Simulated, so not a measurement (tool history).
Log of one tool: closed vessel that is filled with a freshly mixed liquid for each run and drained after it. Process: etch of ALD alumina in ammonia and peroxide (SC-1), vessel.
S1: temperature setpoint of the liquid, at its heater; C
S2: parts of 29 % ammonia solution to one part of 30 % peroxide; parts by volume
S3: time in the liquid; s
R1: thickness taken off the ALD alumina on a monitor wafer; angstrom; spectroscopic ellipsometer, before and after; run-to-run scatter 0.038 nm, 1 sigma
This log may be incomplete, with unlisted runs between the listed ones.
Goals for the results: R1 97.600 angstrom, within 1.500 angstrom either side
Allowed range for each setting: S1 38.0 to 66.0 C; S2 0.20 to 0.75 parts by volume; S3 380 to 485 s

run,hour,S1,S2,S3,R1
1,0.0,50.0,0.45,485,223.840
2,2.3,48.0,0.40,470,193.050
3,3.7,46.5,0.40,460,172.570
4,5.5,42.0,0.40,460,133.880
5,7.4,41.5,0.40,455,128.140
6,9.8,41.0,0.40,450,123.190
7,17.5,40.5,0.40,445,118.180
8,27.0,40.0,0.40,445,114.740
9,34.3,39.5,0.40,445,111.180
10,42.4,38.5,0.35,435,101.030

Exercise: of the 4 proposed moves below, exactly one satisfies all targets within the stated allowed misses. Which move is it?
A,50.5,39.5,0.30,385,?
B,50.5,38.0,0.30,425,?
C,50.5,41.0,0.25,385,?
D,50.5,41.0,0.20,380,?

move,R1
A,94.037
B,94.933
C,100.950
D,97.531
A: takes the result that was furthest off past its target
B: takes the result that was furthest off past its target
C: no nearer and no further than the last run
D: hits every target within its allowed miss
Go with D: it meets all targets.
